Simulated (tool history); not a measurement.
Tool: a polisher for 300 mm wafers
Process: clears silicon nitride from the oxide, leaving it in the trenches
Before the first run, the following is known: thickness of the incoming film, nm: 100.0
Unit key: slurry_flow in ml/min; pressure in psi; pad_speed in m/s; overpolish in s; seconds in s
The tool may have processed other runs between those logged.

run 1 hour=0 | slurry_flow=245 pressure=2.7 pad_speed=1.04 overpolish=8 | seconds=127.21
run 2 hour=8.9 | slurry_flow=245 pressure=2.7 pad_speed=1.04 overpolish=8 | seconds=127.83
run 3 hour=12.2 | slurry_flow=245 pressure=2.8 pad_speed=1.04 overpolish=8 | seconds=126.26
run 4 hour=13.3 | slurry_flow=280 pressure=2.8 pad_speed=1.04 overpolish=8 | seconds=122.39
run 5 hour=20.2 | slurry_flow=280 pressure=2.9 pad_speed=1.04 overpolish=8 | seconds=120.24
run 6 hour=26.8 | slurry_flow=280 pressure=3 pad_speed=1.04 overpolish=8 | seconds=116.24
run 7 hour=30.8 | slurry_flow=280 pressure=3.1 pad_speed=1.04 overpolish=8 | seconds=113.49
run 8 hour=32.3 | slurry_flow=280 pressure=3.1 pad_speed=1.04 overpolish=8 | seconds=115.13

For run 9, what comes out?
run 9 hour=40.7 | slurry_flow=280 pressure=3.2 pad_speed=1.04 overpolish=8 | seconds=?

seconds: 109.39 s
